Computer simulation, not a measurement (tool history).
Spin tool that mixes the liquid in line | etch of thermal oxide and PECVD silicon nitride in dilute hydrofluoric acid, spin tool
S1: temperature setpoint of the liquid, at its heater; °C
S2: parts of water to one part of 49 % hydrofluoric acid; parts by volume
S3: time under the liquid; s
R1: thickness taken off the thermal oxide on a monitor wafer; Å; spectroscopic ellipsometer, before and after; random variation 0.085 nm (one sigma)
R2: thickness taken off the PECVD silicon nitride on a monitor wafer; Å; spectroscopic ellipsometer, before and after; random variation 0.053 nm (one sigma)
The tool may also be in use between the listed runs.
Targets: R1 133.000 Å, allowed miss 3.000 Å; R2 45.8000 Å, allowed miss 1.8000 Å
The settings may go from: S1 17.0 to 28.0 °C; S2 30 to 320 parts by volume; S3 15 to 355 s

run	day	S1	S2	S3	R1	R2
1	0.000	20.0	175	180	34.779	14.2160
2	0.046	20.0	175	110	21.584	8.7108
3	0.217	20.0	145	110	26.660	10.4670
4	0.325	20.0	125	130	37.776	14.4490
5	0.388	20.0	110	140	46.583	17.5910
# day 0.458: thermometer replaced
6	0.458	20.0	110	100	34.758	13.5350
7	0.529	20.0	110	100	34.790	13.2510
8	0.842	20.0	95	115	46.447	17.6970
9	1.112	20.0	85	125	58.040	21.7050
10	1.271	20.0	75	130	68.492	25.2610
11	1.571	20.0	65	135	84.242	30.4150
12	1.900	20.0	60	135	92.277	32.9660

5 next moves are on the table. One of them brings every result within its allowed miss. Which?
A	2.229	27.5	110	240	?	?
B	2.229	24.5	85	115	?	?
C	2.229	20.5	65	115	?	?
D	2.229	19.5	40	130	?	?
E	2.229	20.5	90	150	?	?

move	R1	R2
A	112.970	53.4450
B	64.369	27.2250
C	73.262	27.0470
D	132.910	45.7380
E	67.025	25.6730
A: nearer than the last run, and not there yet
B: further off than the last run
C: further off than the last run
D: meets every target
E: further off than the last run
Move D is the one to make.
